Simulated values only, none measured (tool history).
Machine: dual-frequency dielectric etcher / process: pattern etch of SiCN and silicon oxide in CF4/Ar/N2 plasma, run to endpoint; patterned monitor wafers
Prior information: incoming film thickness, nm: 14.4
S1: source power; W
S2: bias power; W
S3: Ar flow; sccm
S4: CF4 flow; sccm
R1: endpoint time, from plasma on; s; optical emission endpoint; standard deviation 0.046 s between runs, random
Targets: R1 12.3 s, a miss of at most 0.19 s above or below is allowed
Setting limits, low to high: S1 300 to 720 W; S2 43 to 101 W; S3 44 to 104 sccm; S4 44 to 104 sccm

Run 1, day 0: S1 510 W, S2 72 W, S3 74 sccm, S4 74 sccm. Result: R1 15.062 s.
Run 2, day 0.038: S1 510 W, S2 72 W, S3 69 sccm, S4 74 sccm. Result: R1 14.85 s.
Run 3, day 0.1: S1 520 W, S2 72 W, S3 69 sccm, S4 74 sccm. Result: R1 14.626 s.
Run 4, day 0.35: S1 520 W, S2 72 W, S3 69 sccm, S4 85 sccm. Result: R1 14.305 s.
Run 5, day 0.567: S1 530 W, S2 72 W, S3 69 sccm, S4 85 sccm. Result: R1 14.15 s.
Run 6, day 0.7: S1 530 W, S2 81 W, S3 69 sccm, S4 85 sccm. Result: R1 13.57 s.
Run 7, day 0.95: S1 540 W, S2 81 W, S3 69 sccm, S4 85 sccm. Result: R1 13.421 s.
Run 8, day 1.317: S1 550 W, S2 81 W, S3 69 sccm, S4 85 sccm. Result: R1 13.188 s.
Run 9, day 1.467: S1 560 W, S2 81 W, S3 69 sccm, S4 85 sccm. Result: R1 12.96 s.

Pick the move, out of 5, that brings all results within their allowed miss; only one does.
Run A, day 1.617: S1 510 W, S2 81 W, S3 67 sccm, S4 74 sccm. Result: R1 ?.
Run B, day 1.617: S1 500 W, S2 81 W, S3 60 sccm, S4 95 sccm. Result: R1 ?.
Run C, day 1.617: S1 560 W, S2 89 W, S3 56 sccm, S4 84 sccm. Result: R1 ?.
Run D, day 1.617: S1 520 W, S2 79 W, S3 66 sccm, S4 88 sccm. Result: R1 ?.
Run E, day 1.617: S1 520 W, S2 80 W, S3 76 sccm, S4 78 sccm. Result: R1 ?.

move      R1
   A  14.242
   B  13.788
   C  12.304
   D   13.78
   E  14.269
A: further off than the last run
B: further off than the last run
C: all results land within tolerance of their targets
D: further off than the last run
E: further off than the last run
The right move is C.

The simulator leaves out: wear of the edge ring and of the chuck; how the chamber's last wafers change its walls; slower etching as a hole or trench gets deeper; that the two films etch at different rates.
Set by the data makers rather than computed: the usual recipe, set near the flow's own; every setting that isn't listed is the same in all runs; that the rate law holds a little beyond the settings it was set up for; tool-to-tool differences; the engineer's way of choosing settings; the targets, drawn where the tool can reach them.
